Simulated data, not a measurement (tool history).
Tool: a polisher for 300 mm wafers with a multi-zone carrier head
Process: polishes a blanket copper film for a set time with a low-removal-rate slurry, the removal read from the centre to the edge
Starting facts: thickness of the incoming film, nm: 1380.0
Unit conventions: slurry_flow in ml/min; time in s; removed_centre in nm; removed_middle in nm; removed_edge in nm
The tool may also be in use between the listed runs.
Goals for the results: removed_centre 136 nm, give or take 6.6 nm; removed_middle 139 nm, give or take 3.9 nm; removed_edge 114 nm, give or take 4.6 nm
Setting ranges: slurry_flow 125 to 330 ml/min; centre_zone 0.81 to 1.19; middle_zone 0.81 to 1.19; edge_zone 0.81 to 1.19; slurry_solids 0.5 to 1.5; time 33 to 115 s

run,day,slurry_flow,centre_zone,middle_zone,edge_zone,slurry_solids,time,removed_centre,removed_middle,removed_edge
1,0,210,1,1,1,1,73,233.34,232.75,226.98
2,0.321,210,1.01,1.02,0.97,0.9,66,204.64,201.16,190.97
3,0.696,210,1.01,1.02,0.97,0.9,57,175.46,180.12,167.23
4,0.933,210,1.01,1.03,0.94,0.8,55,158.82,164.1,149.56
5,0.979,210,1.02,1.04,0.92,0.75,55,160.25,161.44,147.51
6,1.133,240,1.02,1.04,0.92,0.75,55,167.63,166.43,151.1
7,1.246,230,1.03,1.06,0.9,0.7,54,159.86,161.05,138.42
8,1.479,230,1.03,1.06,0.9,0.7,54,158.51,160.55,140.55
9,1.596,205,1.04,1.09,0.81,0.5,45,113.3,117.46,95.19
10,1.908,265,1.06,1.11,0.9,0.5,45,120.45,120.22,103.05
11,2.183,280,1.09,1.19,0.92,0.75,47,153.79,159.32,129.92
12,2.45,275,1.08,1.17,0.9,0.75,47,152.32,158.09,128.09
13,2.783,215,1.04,1.07,0.82,0.55,46,123.31,122.58,102.78
14,2.958,230,1.04,1.08,0.83,0.55,46,124.37,124.33,102.39
15,3.2,240,1.04,1.09,0.84,0.55,46,123.11,128.36,102.14
16,3.383,250,1.04,1.1,0.85,0.55,46,125.57,127.95,105.84
17,3.654,250,1.04,1.1,0.85,0.55,46,126.48,127.53,106.42
18,3.917,290,1.07,1.15,0.91,0.65,46,140.39,147.59,119.5
19,4.171,285,1.07,1.15,0.91,0.65,46,134.9,145.34,117.81
20,4.542,280,1.07,1.15,0.91,0.65,46,139.29,145.53,116.36
21,4.833,275,1.07,1.15,0.91,0.65,46,140.86,144.86,117.89
22,4.954,270,1.07,1.15,0.9,0.65,46,140.38,141.91,118.91
23,5.15,270,1.07,1.15,0.89,0.65,46,137.82,143.93,117.39

Exactly one of the 4 candidate moves below puts every result within its allowed miss. Which one?
A,5.346,330,1.07,1.13,0.9,0.8,41,?,?,?
B,5.346,310,1.03,1.19,0.87,0.65,46,?,?,?
C,5.346,320,1.07,1.19,0.82,0.8,44,?,?,?
D,5.346,330,1.06,1.19,0.83,0.55,48,?,?,?

move,removed_centre,removed_middle,removed_edge
A,137.24,138.58,112.91
B,136.33,149.65,114.84
C,146.9,155.11,115.87
D,137.12,146.12,109.67
A: in spec on every target
B: further off than the last run
C: further off than the last run
D: further off than the last run
Move A is the one to make.

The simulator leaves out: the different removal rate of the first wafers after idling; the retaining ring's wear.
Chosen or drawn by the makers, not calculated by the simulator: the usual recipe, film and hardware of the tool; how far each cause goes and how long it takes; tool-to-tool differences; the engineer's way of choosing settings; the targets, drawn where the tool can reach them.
